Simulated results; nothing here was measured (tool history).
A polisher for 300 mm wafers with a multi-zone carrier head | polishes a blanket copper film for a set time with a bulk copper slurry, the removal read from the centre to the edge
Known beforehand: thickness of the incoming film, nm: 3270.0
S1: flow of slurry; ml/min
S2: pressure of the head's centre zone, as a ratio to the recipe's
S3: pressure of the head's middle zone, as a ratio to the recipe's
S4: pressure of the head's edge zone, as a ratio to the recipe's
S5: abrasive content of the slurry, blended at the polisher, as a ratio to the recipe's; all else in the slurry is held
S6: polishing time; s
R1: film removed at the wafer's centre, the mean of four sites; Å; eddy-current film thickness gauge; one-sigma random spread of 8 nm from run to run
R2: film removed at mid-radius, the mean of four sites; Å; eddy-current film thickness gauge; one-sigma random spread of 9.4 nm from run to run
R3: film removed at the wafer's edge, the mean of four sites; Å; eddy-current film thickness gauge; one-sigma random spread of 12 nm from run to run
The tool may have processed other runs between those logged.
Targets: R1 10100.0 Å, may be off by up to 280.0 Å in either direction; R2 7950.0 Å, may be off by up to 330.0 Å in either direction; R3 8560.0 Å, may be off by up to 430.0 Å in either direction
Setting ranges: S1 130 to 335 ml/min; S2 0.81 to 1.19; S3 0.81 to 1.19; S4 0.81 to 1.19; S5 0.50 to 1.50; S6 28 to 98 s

| run | hour | S1 | S2 | S3 | S4 | S5 | S6 | R1 | R2 | R3 |
|---|---|---|---|---|---|---|---|---|---|---|
| 1 | 0.0 | 215 | 1.00 | 1.00 | 1.00 | 1.00 | 63 | 7804.1 | 7547.7 | 7298.0 |
| 2 | 5.0 | 225 | 1.03 | 0.99 | 1.03 | 1.05 | 63 | 8276.2 | 7678.0 | 7803.6 |
| 3 | 8.9 | 225 | 1.03 | 0.93 | 1.03 | 1.05 | 63 | 8185.7 | 7274.7 | 7512.6 |
| 4 | 17.7 | 235 | 1.06 | 0.94 | 1.04 | 1.05 | 63 | 8505.2 | 7416.2 | 7916.6 |
| 5 | 21.9 | 245 | 1.09 | 0.94 | 1.02 | 1.05 | 63 | 8661.8 | 7623.2 | 7870.9 |
| 6 | 30.0 | 245 | 1.09 | 0.94 | 1.02 | 1.05 | 74 | 10324.0 | 8921.2 | 9159.7 |
| 7 | 31.9 | 235 | 1.09 | 0.92 | 1.02 | 1.05 | 74 | 10153.0 | 8372.9 | 8760.7 |
| 8 | 35.6 | 230 | 1.09 | 0.92 | 1.02 | 1.05 | 74 | 10293.0 | 8262.5 | 9243.6 |
| 9 | 38.6 | 260 | 1.09 | 0.89 | 0.95 | 0.90 | 73 | 9742.1 | 7874.7 | 8283.8 |
| 10 | 44.1 | 265 | 1.10 | 0.89 | 0.96 | 0.90 | 73 | 9730.8 | 7860.9 | 8164.4 |

Which one of the following 4 next-run settings gets every result inside its allowed miss? There is exactly one.
| A | 49.6 | 260 | 1.08 | 0.89 | 0.96 | 0.85 | 73 | ? | ? | ? |
| B | 49.6 | 255 | 1.06 | 0.88 | 0.97 | 0.95 | 70 | ? | ? | ? |
| C | 49.6 | 295 | 1.09 | 0.98 | 0.95 | 0.90 | 67 | ? | ? | ? |
| D | 49.6 | 245 | 1.11 | 0.86 | 0.95 | 1.00 | 73 | ? | ? | ? |

| move | R1 | R2 | R3 |
|---|---|---|---|
| A | 9500.6 | 7823.3 | 8323.4 |
| B | 9241.4 | 7658.2 | 8267.7 |
| C | 9075.4 | 8003.4 | 7801.3 |
| D | 10091.0 | 7914.8 | 8632.1 |
A: moves away from the targets compared with the last run
B: moves away from the targets compared with the last run
C: moves away from the targets compared with the last run
D: every result lands within tolerance
So the answer is move D, the one that meets all the targets.

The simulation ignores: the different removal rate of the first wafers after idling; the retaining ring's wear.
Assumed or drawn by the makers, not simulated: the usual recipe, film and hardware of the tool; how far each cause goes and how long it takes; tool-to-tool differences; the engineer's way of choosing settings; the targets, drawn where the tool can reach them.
